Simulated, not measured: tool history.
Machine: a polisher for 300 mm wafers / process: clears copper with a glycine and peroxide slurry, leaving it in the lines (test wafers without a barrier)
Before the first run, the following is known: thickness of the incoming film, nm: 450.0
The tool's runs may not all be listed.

run  hour  flow of slurry (ml/min)  pressure of the wafer on the pad (psi)  speed of the pad under the wafer (cm/s)  overpolish time after the end point (s)  time until the end point was called (s)  dishing of a wide line in a test structure (nm)
  1     0                      230                                     3.4                                       90                                        9                                   73.731                                            40.01
  2   1.8                      230                                     3.4                                       78                                        9                                   84.079                                           36.587
  3   6.8                      230                                     3.2                                       78                                       10                                   87.756                                           37.654
  4  11.5                      190                                     3.2                                       78                                       10                                   89.297                                           38.231
  5  13.2                      190                                       3                                       78                                       11                                   95.364                                           37.976
  6  21.3                      190                                     2.9                                       78                                       12                                   95.905                                           39.661
     28.4  -- head pressure recalibrated
  7  28.4                      185                                     2.8                                       78                                       13                                   107.18                                           38.817

Expected results for the next run?
  8  36.1                      185                                     2.9                                       78                                       14                                        ?                                                ?

{"run 8": {"time until the end point was called (s)": 105.66, "dishing of a wide line in a test structure (nm)": 40.675}}
